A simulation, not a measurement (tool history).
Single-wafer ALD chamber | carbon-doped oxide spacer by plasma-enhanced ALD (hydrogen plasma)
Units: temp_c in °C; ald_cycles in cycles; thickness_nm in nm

run	day	temp_c	ald_cycles	thickness_nm
1	0.000	380	229	12.257
2	0.350	380	237	12.684
3	0.546	380	243	13.002
4	0.867	380	218	11.646
5	1.108	391	218	11.597
6	1.392	383	218	11.653
7	1.638	383	227	12.198
8	1.867	383	235	12.574

Run 9 comes next. What will it give?
# day 1.929: thermocouple changed; heater temperature recalibrated
9	1.929	383	241	?

{"run 9": {"thickness_nm": 13.015}}
